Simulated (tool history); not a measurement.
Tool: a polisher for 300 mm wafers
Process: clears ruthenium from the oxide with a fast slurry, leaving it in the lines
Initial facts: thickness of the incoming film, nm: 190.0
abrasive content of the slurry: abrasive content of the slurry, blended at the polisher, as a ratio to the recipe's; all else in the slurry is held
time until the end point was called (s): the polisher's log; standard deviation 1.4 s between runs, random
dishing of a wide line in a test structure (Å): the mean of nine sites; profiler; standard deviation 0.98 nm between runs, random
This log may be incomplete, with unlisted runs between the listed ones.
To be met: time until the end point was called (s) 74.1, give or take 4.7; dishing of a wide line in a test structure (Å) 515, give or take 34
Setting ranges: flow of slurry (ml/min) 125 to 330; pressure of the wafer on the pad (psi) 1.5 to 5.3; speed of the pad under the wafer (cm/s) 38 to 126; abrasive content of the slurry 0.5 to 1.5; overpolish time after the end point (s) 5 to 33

run  hour  flow of slurry (ml/min)  pressure of the wafer on the pad (psi)  speed of the pad under the wafer (cm/s)  abrasive content of the slurry  overpolish time after the end point (s)  time until the end point was called (s)  dishing of a wide line in a test structure (Å)
  1     0                      210                                     3.4                                       82                               1                                       17                                   47.979                                          472.01
  2   8.1                      210                                     3.9                                       82                               1                                       17                                   43.406                                          511.79
  3    14                      210                                     4.6                                       82                               1                                       17                                   35.993                                          583.42
  4  20.1                      210                                     3.9                                       80                               1                                       19                                   43.349                                          545.14
  5  27.1                      210                                     3.9                                       80                               1                                       13                                   44.598                                          405.84
  6  33.8                      210                                     3.3                                       80                               1                                       16                                   51.698                                          421.69
  7  36.5                      210                                     2.9                                       80                               1                                       19                                   57.493                                          444.38
  8  39.5                      210                                     2.7                                       80                               1                                       21                                   62.032                                          458.39
  9  46.5                      210                                     2.5                                       80                               1                                       22                                    68.65                                          435.88
 10  49.4                      210                                     2.5                                       80                               1                                       23                                   67.639                                          456.06
 11  55.3                      210                                     2.4                                       80                               1                                       24                                   69.306                                          442.12

Of the 5 settings listed for the next run, only one would bring every result within its allowed miss of target. Which one?
  A  61.2                      210                                     2.2                                       90                               1                                       18                                        ?                                               ?
  B  61.2                      230                                       3                                       76                            0.95                                       17                                        ?                                               ?
  C  61.2                      210                                     2.6                                       70                               1                                       29                                        ?                                               ?
  D  61.2                      210                                     2.7                                       76                             1.1                                       18                                        ?                                               ?
  E  61.2                      215                                     2.9                                       82                            0.55                                       21                                        ?                                               ?

move  time until the end point was called (s)  dishing of a wide line in a test structure (Å)
   A                                   70.961                                          364.59
   B                                   62.967                                           384.9
   C                                    77.14                                          508.65
   D                                   65.751                                          389.55
   E                                   83.413                                          362.21
A: lands further from the targets than the last run did
B: lands further from the targets than the last run did
C: all results land within tolerance of their targets
D: lands further from the targets than the last run did
E: lands further from the targets than the last run did
The right move is C.
